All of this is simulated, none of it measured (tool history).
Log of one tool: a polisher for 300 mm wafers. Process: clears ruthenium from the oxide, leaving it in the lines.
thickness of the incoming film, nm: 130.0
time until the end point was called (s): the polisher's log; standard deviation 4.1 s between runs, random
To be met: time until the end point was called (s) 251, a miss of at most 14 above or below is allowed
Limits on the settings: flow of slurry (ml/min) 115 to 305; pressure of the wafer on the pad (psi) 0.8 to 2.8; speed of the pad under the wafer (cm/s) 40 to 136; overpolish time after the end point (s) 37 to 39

run,hour,flow of slurry (ml/min),pressure of the wafer on the pad (psi),speed of the pad under the wafer (cm/s),overpolish time after the end point (s),time until the end point was called (s)
1,0,195,1.8,88,37,168.37
2,7.3,195,1.8,88,37,167.23
3,13.6,195,1.8,88,37,168.18
4,14.2,195,1.8,78,37,190.22
5,20,195,2.2,78,37,155.23
6,28.3,195,1.9,76,37,189.05
# hour 33.5: head pressure recalibrated
7,33.5,195,1.7,76,37,201.21
8,34.5,195,1.6,74,37,212.19

Below are 5 possible settings for the next run. Only one of them brings all results inside the allowed miss of their targets. Which is it?
A,35.5,225,1.8,74,37,?
B,35.5,220,1.3,76,37,?
C,35.5,220,1.7,86,38,?
D,35.5,160,1.7,80,37,?
E,35.5,195,1.4,60,37,?

move,time until the end point was called (s)
A,183.81
B,246.25
C,169.7
D,190.59
E,288.87
A: its largest miss is bigger than the last run's
B: every result within its allowed miss
C: its largest miss is bigger than the last run's
D: its largest miss is bigger than the last run's
E: moves the result that the last run missed by most past its target, out the other side
B meets every target.

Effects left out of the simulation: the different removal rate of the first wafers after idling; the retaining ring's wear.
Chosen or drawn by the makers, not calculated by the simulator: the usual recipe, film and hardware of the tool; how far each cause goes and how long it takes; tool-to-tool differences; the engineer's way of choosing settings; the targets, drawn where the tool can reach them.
